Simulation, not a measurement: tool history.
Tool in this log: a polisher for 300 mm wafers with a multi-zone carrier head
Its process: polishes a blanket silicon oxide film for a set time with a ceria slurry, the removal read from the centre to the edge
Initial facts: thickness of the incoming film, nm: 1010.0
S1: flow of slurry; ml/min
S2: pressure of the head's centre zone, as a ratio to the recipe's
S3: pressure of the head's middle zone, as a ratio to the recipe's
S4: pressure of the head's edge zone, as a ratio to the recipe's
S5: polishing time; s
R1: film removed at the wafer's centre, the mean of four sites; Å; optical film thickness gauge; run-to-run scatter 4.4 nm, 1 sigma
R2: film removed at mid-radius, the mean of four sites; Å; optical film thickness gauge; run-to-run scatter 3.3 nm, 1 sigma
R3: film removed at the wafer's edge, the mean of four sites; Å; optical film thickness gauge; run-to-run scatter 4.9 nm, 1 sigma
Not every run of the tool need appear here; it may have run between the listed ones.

run,hour,S1,S2,S3,S4,S5,R1,R2,R3
1,0.0,310,1.00,1.00,1.00,60,2770.9,2866.4,2797.9
2,4.7,310,1.00,1.00,1.00,65,3020.2,3103.2,3105.3
3,6.4,310,1.00,1.00,1.03,67,3119.6,3160.3,3232.5
4,12.4,310,1.00,1.00,1.03,57,2613.4,2731.3,2696.2
5,14.8,310,1.00,1.08,1.03,57,2714.6,2880.7,2664.8
6,22.0,310,1.03,1.08,1.03,57,2704.7,2933.1,2713.7

Run 7 has not been measured yet. What should we expect?
7,25.9,295,1.03,1.07,1.06,61,?,?,?

{"run 7": {"R1": 2912.7, "R2": 3039.1, "R3": 2948.5}}

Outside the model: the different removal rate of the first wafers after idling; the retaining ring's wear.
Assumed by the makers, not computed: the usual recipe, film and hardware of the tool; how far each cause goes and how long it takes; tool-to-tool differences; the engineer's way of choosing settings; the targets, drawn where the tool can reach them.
